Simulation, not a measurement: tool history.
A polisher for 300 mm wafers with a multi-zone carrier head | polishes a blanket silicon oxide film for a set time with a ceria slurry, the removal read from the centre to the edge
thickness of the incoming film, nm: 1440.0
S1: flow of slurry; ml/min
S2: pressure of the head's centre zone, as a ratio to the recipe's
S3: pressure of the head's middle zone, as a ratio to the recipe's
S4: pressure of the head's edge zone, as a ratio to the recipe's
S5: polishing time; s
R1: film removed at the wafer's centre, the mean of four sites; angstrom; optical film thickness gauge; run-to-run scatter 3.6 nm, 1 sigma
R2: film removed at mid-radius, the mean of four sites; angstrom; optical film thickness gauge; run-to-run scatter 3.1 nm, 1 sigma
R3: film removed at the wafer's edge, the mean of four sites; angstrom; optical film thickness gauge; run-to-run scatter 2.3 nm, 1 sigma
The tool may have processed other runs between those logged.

run 1 hour=0.0 | S1=175 S2=1.00 S3=1.00 S4=1.00 S5=33 | R1=1815.8 R2=1841.1 R3=1776.3
run 2 hour=7.6 | S1=185 S2=1.03 S3=0.98 S4=1.05 S5=37 | R1=2148.3 R2=2001.4 R3=2090.7
run 3 hour=13.1 | S1=185 S2=1.03 S3=0.98 S4=1.05 S5=29 | R1=1611.3 R2=1616.7 R3=1635.3
run 4 hour=19.2 | S1=195 S2=1.05 S3=0.99 S4=1.08 S5=33 | R1=1956.8 R2=1822.5 R3=1876.9
run 5 hour=26.5 | S1=195 S2=1.04 S3=0.99 S4=1.10 S5=37 | R1=2106.2 R2=2052.1 R3=2152.3
run 6 hour=32.8 | S1=195 S2=1.07 S3=0.99 S4=1.10 S5=37 | R1=2183.4 R2=2038.2 R3=2132.1
run 7 hour=33.7 | S1=205 S2=1.08 S3=0.99 S4=1.12 S5=39 | R1=2381.9 R2=2205.2 R3=2272.0
run 8 hour=41.5 | S1=205 S2=1.09 S3=0.98 S4=1.14 S5=41 | R1=2542.7 R2=2281.9 R3=2460.1
run 9 hour=43.5 | S1=210 S2=1.10 S3=0.98 S4=1.15 S5=42 | R1=2565.3 R2=2304.7 R3=2521.3
run 10 hour=51.0 | S1=210 S2=1.11 S3=0.98 S4=1.16 S5=43 | R1=2687.5 R2=2348.9 R3=2585.3

The next listed run, before its measurement:
run 11 hour=57.3 | S1=215 S2=1.11 S3=0.98 S4=1.17 S5=44 | R1=? R2=? R3=?

{"run 11": {"R1": 2729.8, "R2": 2431.7, "R3": 2664.1}}
